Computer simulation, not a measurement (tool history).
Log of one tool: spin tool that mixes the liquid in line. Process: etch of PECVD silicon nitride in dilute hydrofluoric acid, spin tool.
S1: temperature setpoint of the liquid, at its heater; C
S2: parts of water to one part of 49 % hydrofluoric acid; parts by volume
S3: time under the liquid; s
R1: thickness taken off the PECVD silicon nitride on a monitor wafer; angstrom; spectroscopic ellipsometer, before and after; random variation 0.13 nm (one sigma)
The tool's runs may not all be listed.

run  hour    S1  S2   S3       R1
  1   0.0  21.0  90  295   89.217
  2   8.8  18.5  90  295   76.361
  3  15.5  18.5  90  315   82.265
  4  17.8  17.0  90  315   73.448
  5  25.3  17.0  90  295   68.684
  6  29.3  20.0  90  295   84.447
  7  34.2  24.0  90  295  111.300

The next listed run, before its measurement:
  8  38.2  25.0  90  295   ?

Run 8 gave R1 117.670 angstrom.
